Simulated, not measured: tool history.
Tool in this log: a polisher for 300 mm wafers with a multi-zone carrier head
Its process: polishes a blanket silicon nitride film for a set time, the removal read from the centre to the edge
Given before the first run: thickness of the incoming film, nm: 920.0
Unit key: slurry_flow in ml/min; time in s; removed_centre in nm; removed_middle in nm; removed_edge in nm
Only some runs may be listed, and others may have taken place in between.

{"run": 1, "hour": 0.0, "slurry_flow": 180, "centre_zone": 1.0, "middle_zone": 1.0, "edge_zone": 1.0, "time": 62, "removed_centre": 75.817, "removed_middle": 77.59, "removed_edge": 80.76}
{"run": 2, "hour": 3.4, "slurry_flow": 170, "centre_zone": 0.97, "middle_zone": 0.99, "edge_zone": 0.98, "time": 60, "removed_centre": 70.415, "removed_middle": 74.313, "removed_edge": 74.917}
{"run": 3, "hour": 4.4, "slurry_flow": 160, "centre_zone": 0.94, "middle_zone": 0.97, "edge_zone": 0.99, "time": 59, "removed_centre": 66.434, "removed_middle": 70.776, "removed_edge": 73.858}
{"run": 4, "hour": 7.8, "slurry_flow": 160, "centre_zone": 1.01, "middle_zone": 0.97, "edge_zone": 0.99, "time": 59, "removed_centre": 71.258, "removed_middle": 70.974, "removed_edge": 72.662}
{"run": 5, "hour": 8.4, "slurry_flow": 150, "centre_zone": 0.97, "middle_zone": 0.96, "edge_zone": 0.99, "time": 58, "removed_centre": 66.38, "removed_middle": 67.098, "removed_edge": 71.127}
{"run": 6, "hour": 8.9, "slurry_flow": 110, "centre_zone": 0.97, "middle_zone": 0.96, "edge_zone": 0.99, "time": 58, "removed_centre": 58.818, "removed_middle": 61.093, "removed_edge": 65.783}
{"run": 7, "hour": 17.5, "slurry_flow": 110, "centre_zone": 0.95, "middle_zone": 0.97, "edge_zone": 0.99, "time": 58, "removed_centre": 57.117, "removed_middle": 59.104, "removed_edge": 66.334}
{"hour": 23.3, "done": "slurry nozzle cleaned"}
{"run": 8, "hour": 23.3, "slurry_flow": 110, "centre_zone": 0.93, "middle_zone": 0.99, "edge_zone": 0.97, "time": 58, "removed_centre": 62.801, "removed_middle": 67.216, "removed_edge": 70.818}
{"run": 9, "hour": 27.2, "slurry_flow": 120, "centre_zone": 0.91, "middle_zone": 0.98, "edge_zone": 0.97, "time": 56, "removed_centre": 60.064, "removed_middle": 64.889, "removed_edge": 70.555}

Estimate the outcome of run 10 from the log above:
{"run": 10, "hour": 31.9, "slurry_flow": 125, "centre_zone": 0.92, "middle_zone": 1.01, "edge_zone": 0.99, "time": 54, "removed_centre": "?", "removed_middle": "?", "removed_edge": "?"}

removed_centre: 59.128 nm
removed_middle: 67.297 nm
removed_edge: 68.306 nm
